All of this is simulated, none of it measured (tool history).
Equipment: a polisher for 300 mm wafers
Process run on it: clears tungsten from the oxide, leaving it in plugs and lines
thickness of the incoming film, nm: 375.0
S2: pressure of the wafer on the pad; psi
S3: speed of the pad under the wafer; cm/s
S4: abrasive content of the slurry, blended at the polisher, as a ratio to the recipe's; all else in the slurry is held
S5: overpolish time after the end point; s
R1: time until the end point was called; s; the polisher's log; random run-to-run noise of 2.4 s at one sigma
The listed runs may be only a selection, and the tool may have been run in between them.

run 1 hour=0.0 | flow_of_slurry_(ml/min)=315 S2=2.7 S3=116 S4=1.00 S5=26 | R1=123.12
run 2 hour=2.9 | flow_of_slurry_(ml/min)=375 S2=2.7 S3=116 S4=1.00 S5=26 | R1=122.95
run 3 hour=6.8 | flow_of_slurry_(ml/min)=305 S2=2.7 S3=116 S4=1.00 S5=26 | R1=123.21
run 4 hour=12.8 | flow_of_slurry_(ml/min)=305 S2=2.7 S3=116 S4=0.90 S5=26 | R1=129.21
run 5 hour=14.6 | flow_of_slurry_(ml/min)=305 S2=2.5 S3=116 S4=0.90 S5=26 | R1=139.76
run 6 hour=20.3 | flow_of_slurry_(ml/min)=305 S2=2.5 S3=116 S4=1.05 S5=26 | R1=130.82
run 7 hour=24.5 | flow_of_slurry_(ml/min)=305 S2=2.3 S3=116 S4=1.05 S5=26 | R1=141.60

Expected results for the next run?
run 8 hour=26.0 | flow_of_slurry_(ml/min)=305 S2=2.1 S3=116 S4=1.05 S5=26 | R1=?

R1: 154.62 s

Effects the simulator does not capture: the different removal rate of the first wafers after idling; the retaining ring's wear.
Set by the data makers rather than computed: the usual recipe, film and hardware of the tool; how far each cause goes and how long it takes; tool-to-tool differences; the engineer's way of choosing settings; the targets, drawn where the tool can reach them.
